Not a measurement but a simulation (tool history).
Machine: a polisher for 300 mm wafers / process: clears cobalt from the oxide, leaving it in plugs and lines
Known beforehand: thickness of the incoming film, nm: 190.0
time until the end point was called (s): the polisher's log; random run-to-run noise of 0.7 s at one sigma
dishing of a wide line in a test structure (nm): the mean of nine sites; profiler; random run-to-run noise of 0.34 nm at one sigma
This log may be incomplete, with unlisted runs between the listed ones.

| run | hour | flow of slurry (ml/min) | pressure of the wafer on the pad (psi) | speed of the pad under the wafer (m/s) | overpolish time after the end point (s) | time until the end point was called (s) | dishing of a wide line in a test structure (nm) |
|---|---|---|---|---|---|---|---|
| 1 | 0 | 200 | 1.8 | 0.88 | 11 | 40.55 | 24.816 |
| 2 | 2.3 | 200 | 1.5 | 0.88 | 11 | 47.484 | 23.723 |
| 3 | 3.9 | 200 | 1.5 | 1.04 | 11 | 40.576 | 25.576 |
| 4 | 6.1 | 200 | 1.4 | 1.04 | 11 | 43.34 | 24.92 |
| 5 | 12 | 200 | 1.4 | 1.04 | 9 | 43.159 | 21.935 |
| 6 | 14.9 | 200 | 1.3 | 1.04 | 9 | 44.774 | 22.069 |
| 7 | 21.4 | 200 | 1.1 | 1.04 | 10 | 51.317 | 20.72 |

What does the tool deliver on the next run?
| 8 | 25.2 | 200 | 1.1 | 1.04 | 10 | ? | ? |

time until the end point was called (s): 52.537
dishing of a wide line in a test structure (nm): 21.466

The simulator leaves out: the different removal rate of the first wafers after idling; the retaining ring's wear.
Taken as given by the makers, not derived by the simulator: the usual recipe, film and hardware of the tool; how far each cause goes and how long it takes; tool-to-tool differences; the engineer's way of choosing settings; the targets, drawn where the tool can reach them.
